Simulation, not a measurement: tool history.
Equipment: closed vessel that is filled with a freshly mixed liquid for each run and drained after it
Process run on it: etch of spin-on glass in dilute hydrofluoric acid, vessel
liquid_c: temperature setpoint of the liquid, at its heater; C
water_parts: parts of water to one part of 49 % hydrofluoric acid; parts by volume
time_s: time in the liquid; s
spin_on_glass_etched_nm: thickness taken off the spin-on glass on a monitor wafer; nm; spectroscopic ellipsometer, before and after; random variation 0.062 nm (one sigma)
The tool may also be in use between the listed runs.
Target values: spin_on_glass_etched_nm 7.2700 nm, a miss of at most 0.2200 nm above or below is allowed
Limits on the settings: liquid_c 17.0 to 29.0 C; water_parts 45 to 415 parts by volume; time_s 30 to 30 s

Run 1, hour 0.0: liquid_c 21.0 C, water_parts 230 parts by volume, time_s 30 s. Result: spin_on_glass_etched_nm 3.3482 nm.
Run 2, hour 3.7: liquid_c 23.0 C, water_parts 205 parts by volume, time_s 30 s. Result: spin_on_glass_etched_nm 4.1311 nm.
Run 3, hour 9.9: liquid_c 23.0 C, water_parts 205 parts by volume, time_s 30 s. Result: spin_on_glass_etched_nm 4.1671 nm.
Run 4, hour 18.5: liquid_c 25.5 C, water_parts 205 parts by volume, time_s 30 s. Result: spin_on_glass_etched_nm 4.5453 nm.
Run 5, hour 27.4: liquid_c 28.0 C, water_parts 205 parts by volume, time_s 30 s. Result: spin_on_glass_etched_nm 4.9934 nm.
Run 6, hour 29.6: liquid_c 26.0 C, water_parts 205 parts by volume, time_s 30 s. Result: spin_on_glass_etched_nm 4.6640 nm.
Run 7, hour 35.3: liquid_c 27.0 C, water_parts 185 parts by volume, time_s 30 s. Result: spin_on_glass_etched_nm 5.3991 nm.
Run 8, hour 44.0: liquid_c 27.5 C, water_parts 175 parts by volume, time_s 30 s. Result: spin_on_glass_etched_nm 5.9505 nm.
Run 9, hour 50.4: liquid_c 28.0 C, water_parts 170 parts by volume, time_s 30 s. Result: spin_on_glass_etched_nm 6.2732 nm.
Run 10, hour 56.6: liquid_c 28.5 C, water_parts 165 parts by volume, time_s 30 s. Result: spin_on_glass_etched_nm 6.5663 nm.
Run 11, hour 64.2: liquid_c 28.5 C, water_parts 165 parts by volume, time_s 30 s. Result: spin_on_glass_etched_nm 6.5540 nm.
Run 12, hour 70.7: liquid_c 28.5 C, water_parts 165 parts by volume, time_s 30 s. Result: spin_on_glass_etched_nm 6.5848 nm.
Run 13, hour 75.4: liquid_c 28.5 C, water_parts 160 parts by volume, time_s 30 s. Result: spin_on_glass_etched_nm 6.8747 nm.

Pick the move, out of 4, that brings all results within their allowed miss; only one does.
Run A, hour 80.1: liquid_c 27.0 C, water_parts 145 parts by volume, time_s 30 s. Result: spin_on_glass_etched_nm ?.
Run B, hour 80.1: liquid_c 29.0 C, water_parts 145 parts by volume, time_s 30 s. Result: spin_on_glass_etched_nm ?.
Run C, hour 80.1: liquid_c 24.5 C, water_parts 125 parts by volume, time_s 30 s. Result: spin_on_glass_etched_nm ?.
Run D, hour 80.1: liquid_c 28.0 C, water_parts 140 parts by volume, time_s 30 s. Result: spin_on_glass_etched_nm ?.

move  spin_on_glass_etched_nm
   A                   7.2874
   B                   7.8446
   C                   7.8769
   D                   7.8821
A: each result inside its tolerance
B: the result that was furthest off in the last run now lies on the other side of its target
C: the result that was furthest off in the last run now lies on the other side of its target
D: the result that was furthest off in the last run now lies on the other side of its target
The move that meets every target is A.

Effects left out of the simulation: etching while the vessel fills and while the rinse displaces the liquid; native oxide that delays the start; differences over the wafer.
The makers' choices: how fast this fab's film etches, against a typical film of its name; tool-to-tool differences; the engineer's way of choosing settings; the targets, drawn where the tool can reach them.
